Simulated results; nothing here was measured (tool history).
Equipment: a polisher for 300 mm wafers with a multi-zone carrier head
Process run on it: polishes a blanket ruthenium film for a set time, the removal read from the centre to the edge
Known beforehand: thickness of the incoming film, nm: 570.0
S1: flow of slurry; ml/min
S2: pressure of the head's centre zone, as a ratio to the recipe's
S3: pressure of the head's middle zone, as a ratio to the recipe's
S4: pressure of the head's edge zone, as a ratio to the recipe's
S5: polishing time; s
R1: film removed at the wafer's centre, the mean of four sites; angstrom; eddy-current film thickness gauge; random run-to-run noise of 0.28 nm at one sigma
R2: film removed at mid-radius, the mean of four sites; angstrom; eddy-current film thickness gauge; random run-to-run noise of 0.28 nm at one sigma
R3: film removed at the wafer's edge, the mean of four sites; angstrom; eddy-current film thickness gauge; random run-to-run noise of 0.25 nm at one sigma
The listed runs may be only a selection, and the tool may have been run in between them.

Run 1, day 0.000: S1 120 ml/min, S2 1.00, S3 1.00, S4 1.00, S5 44 s. Result: R1 569.30 angstrom, R2 566.41 angstrom, R3 568.74 angstrom.
Run 2, day 0.146: S1 120 ml/min, S2 1.00, S3 1.00, S4 1.00, S5 53 s. Result: R1 682.00 angstrom, R2 674.66 angstrom, R3 680.99 angstrom.
Run 3, day 0.421: S1 115 ml/min, S2 0.98, S3 0.99, S4 0.98, S5 50 s. Result: R1 628.26 angstrom, R2 641.85 angstrom, R3 629.99 angstrom.
Run 4, day 0.638: S1 115 ml/min, S2 0.93, S3 0.99, S4 0.98, S5 50 s. Result: R1 593.59 angstrom, R2 634.43 angstrom, R3 621.23 angstrom.
Run 5, day 0.742: S1 110 ml/min, S2 0.92, S3 0.97, S4 0.97, S5 48 s. Result: R1 546.70 angstrom, R2 595.75 angstrom, R3 595.85 angstrom.
Run 6, day 0.967: S1 110 ml/min, S2 0.92, S3 0.97, S4 1.02, S5 48 s. Result: R1 560.03 angstrom, R2 587.06 angstrom, R3 611.43 angstrom.
Run 7, day 1.129: S1 110 ml/min, S2 0.92, S3 0.96, S4 1.00, S5 46 s. Result: R1 525.48 angstrom, R2 562.37 angstrom, R3 580.37 angstrom.
Run 8, day 1.258: S1 110 ml/min, S2 0.92, S3 0.95, S4 0.98, S5 44 s. Result: R1 507.83 angstrom, R2 529.91 angstrom, R3 548.69 angstrom.
Run 9, day 1.558: S1 110 ml/min, S2 0.91, S3 0.94, S4 0.96, S5 43 s. Result: R1 484.79 angstrom, R2 513.12 angstrom, R3 532.81 angstrom.
Run 10, day 1.858: S1 110 ml/min, S2 0.91, S3 0.94, S4 0.94, S5 42 s. Result: R1 473.50 angstrom, R2 500.87 angstrom, R3 514.32 angstrom.
Run 11, day 1.979: S1 110 ml/min, S2 0.91, S3 0.94, S4 0.93, S5 41 s. Result: R1 464.49 angstrom, R2 486.87 angstrom, R3 500.41 angstrom.
Run 12, day 2.121: S1 110 ml/min, S2 0.91, S3 0.94, S4 0.92, S5 40 s. Result: R1 455.70 angstrom, R2 471.46 angstrom, R3 480.13 angstrom.
Run 13, day 2.162: S1 105 ml/min, S2 0.90, S3 0.94, S4 0.91, S5 40 s. Result: R1 445.04 angstrom, R2 480.54 angstrom, R3 478.01 angstrom.
Run 14, day 2.246: S1 100 ml/min, S2 0.90, S3 0.93, S4 0.90, S5 39 s. Result: R1 424.79 angstrom, R2 447.73 angstrom, R3 455.31 angstrom.
Run 15, day 2.562: S1 95 ml/min, S2 0.89, S3 0.93, S4 0.89, S5 39 s. Result: R1 412.49 angstrom, R2 443.57 angstrom, R3 449.70 angstrom.
Run 16, day 2.767: S1 90 ml/min, S2 0.89, S3 0.93, S4 0.88, S5 39 s. Result: R1 398.68 angstrom, R2 430.35 angstrom, R3 443.35 angstrom.
Run 17, day 3.038: S1 90 ml/min, S2 0.89, S3 0.93, S4 0.87, S5 39 s. Result: R1 402.68 angstrom, R2 437.88 angstrom, R3 442.33 angstrom.
Run 18, day 3.179: S1 90 ml/min, S2 0.89, S3 0.93, S4 0.86, S5 39 s. Result: R1 406.27 angstrom, R2 431.44 angstrom, R3 436.24 angstrom.
Run 19, day 3.421: S1 75 ml/min, S2 0.85, S3 0.93, S4 0.81, S5 36 s. Result: R1 319.99 angstrom, R2 365.51 angstrom, R3 377.92 angstrom.
Run 20, day 3.708: S1 80 ml/min, S2 0.85, S3 0.93, S4 0.81, S5 36 s. Result: R1 337.56 angstrom, R2 384.62 angstrom, R3 383.10 angstrom.

What will run 21 give?
Run 21, day 3.983: S1 80 ml/min, S2 0.85, S3 0.93, S4 0.81, S5 36 s. Result: R1 ?, R2 ?, R3 ?.

{"run 21": {"R1": 337.33, "R2": 379.87, "R3": 387.62}}

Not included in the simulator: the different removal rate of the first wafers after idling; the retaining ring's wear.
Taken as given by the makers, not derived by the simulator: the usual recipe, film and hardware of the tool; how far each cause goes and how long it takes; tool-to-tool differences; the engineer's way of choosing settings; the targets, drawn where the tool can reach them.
